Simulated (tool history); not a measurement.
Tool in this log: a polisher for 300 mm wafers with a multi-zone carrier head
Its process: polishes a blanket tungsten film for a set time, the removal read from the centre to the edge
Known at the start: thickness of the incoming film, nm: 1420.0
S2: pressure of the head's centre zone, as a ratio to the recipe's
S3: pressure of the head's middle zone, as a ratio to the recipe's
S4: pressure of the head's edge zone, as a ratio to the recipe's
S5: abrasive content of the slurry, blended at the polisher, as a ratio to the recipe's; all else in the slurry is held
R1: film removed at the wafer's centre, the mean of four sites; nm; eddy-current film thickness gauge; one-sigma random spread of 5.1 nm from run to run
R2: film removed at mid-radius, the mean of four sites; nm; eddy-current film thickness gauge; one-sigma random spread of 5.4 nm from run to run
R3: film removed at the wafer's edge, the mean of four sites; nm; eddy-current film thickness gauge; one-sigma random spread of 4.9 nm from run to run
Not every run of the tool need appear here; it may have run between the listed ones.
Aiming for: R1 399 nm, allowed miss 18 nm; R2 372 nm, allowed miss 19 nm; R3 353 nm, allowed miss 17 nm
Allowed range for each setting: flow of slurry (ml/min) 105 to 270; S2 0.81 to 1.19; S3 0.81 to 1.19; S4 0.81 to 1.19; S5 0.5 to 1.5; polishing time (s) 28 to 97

Run 1, hour 0: flow of slurry (ml/min) 175, S2 1, S3 1, S4 1, S5 1, polishing time (s) 62. Result: R1 407.54 nm, R2 402.12 nm, R3 425.8 nm.
Run 2, hour 3.4: flow of slurry (ml/min) 175, S2 1, S3 1, S4 1, S5 1, polishing time (s) 47. Result: R1 307.65 nm, R2 315.2 nm, R3 320.27 nm.
Run 3, hour 7.2: flow of slurry (ml/min) 175, S2 1, S3 1, S4 1.05, S5 1, polishing time (s) 47. Result: R1 306.72 nm, R2 307.88 nm, R3 328.39 nm.
Run 4, hour 16.1: flow of slurry (ml/min) 175, S2 1, S3 1, S4 1.05, S5 1.2, polishing time (s) 47. Result: R1 317.06 nm, R2 321.01 nm, R3 335.55 nm.
Run 5, hour 19.6: flow of slurry (ml/min) 175, S2 1, S3 1, S4 1.05, S5 1.35, polishing time (s) 47. Result: R1 323.77 nm, R2 328.99 nm, R3 344.2 nm.
Run 6, hour 28.4: flow of slurry (ml/min) 185, S2 1.03, S3 1.01, S4 1.04, S5 1.35, polishing time (s) 47. Result: R1 335.6 nm, R2 328.59 nm, R3 345.71 nm.
Run 7, hour 29.4: flow of slurry (ml/min) 190, S2 1.06, S3 1.04, S4 1.02, S5 1.4, polishing time (s) 47. Result: R1 341.87 nm, R2 333.48 nm, R3 343.85 nm.
Run 8, hour 36.9: flow of slurry (ml/min) 190, S2 1.06, S3 1.04, S4 1.02, S5 1.4, polishing time (s) 47. Result: R1 343.65 nm, R2 342.87 nm, R3 338.8 nm.
Run 9, hour 38.3: flow of slurry (ml/min) 195, S2 1.08, S3 1.05, S4 1.02, S5 1.4, polishing time (s) 48. Result: R1 359.17 nm, R2 348.14 nm, R3 351.57 nm.
Run 10, hour 39.1: flow of slurry (ml/min) 200, S2 1.1, S3 1.06, S4 1.01, S5 1.4, polishing time (s) 48. Result: R1 377.09 nm, R2 352.61 nm, R3 352.43 nm.
Run 11, hour 39.7: flow of slurry (ml/min) 205, S2 1.11, S3 1.07, S4 1, S5 1.4, polishing time (s) 48. Result: R1 382.34 nm, R2 355.54 nm, R3 353.71 nm.

Next run, 5 choices. One meets every target within its allowed miss, the rest don't. Which?
Run A, hour 40.3: flow of slurry (ml/min) 220, S2 1.04, S3 0.94, S4 1.17, S5 1.5, polishing time (s) 46. Result: R1 ?, R2 ?, R3 ?.
Run B, hour 40.3: flow of slurry (ml/min) 155, S2 1.06, S3 0.94, S4 1.06, S5 1.15, polishing time (s) 52. Result: R1 ?, R2 ?, R3 ?.
Run C, hour 40.3: flow of slurry (ml/min) 270, S2 1.19, S3 0.9, S4 1.05, S5 1.3, polishing time (s) 48. Result: R1 ?, R2 ?, R3 ?.
Run D, hour 40.3: flow of slurry (ml/min) 130, S2 1.15, S3 1.06, S4 0.93, S5 1.5, polishing time (s) 52. Result: R1 ?, R2 ?, R3 ?.
Run E, hour 40.3: flow of slurry (ml/min) 240, S2 1.05, S3 0.85, S4 1.13, S5 1.45, polishing time (s) 47. Result: R1 ?, R2 ?, R3 ?.

move      R1      R2      R3
   A   352.8  318.23  374.02
   B  370.11  329.08  371.78
   C  419.85  321.05  365.32
   D  411.71  364.68  360.34
   E  365.09  306.57  375.77
A: lands further from the targets than the last run did
B: lands further from the targets than the last run did
C: takes the result that was furthest off past its target
D: all results in spec
E: lands further from the targets than the last run did
D meets every target.
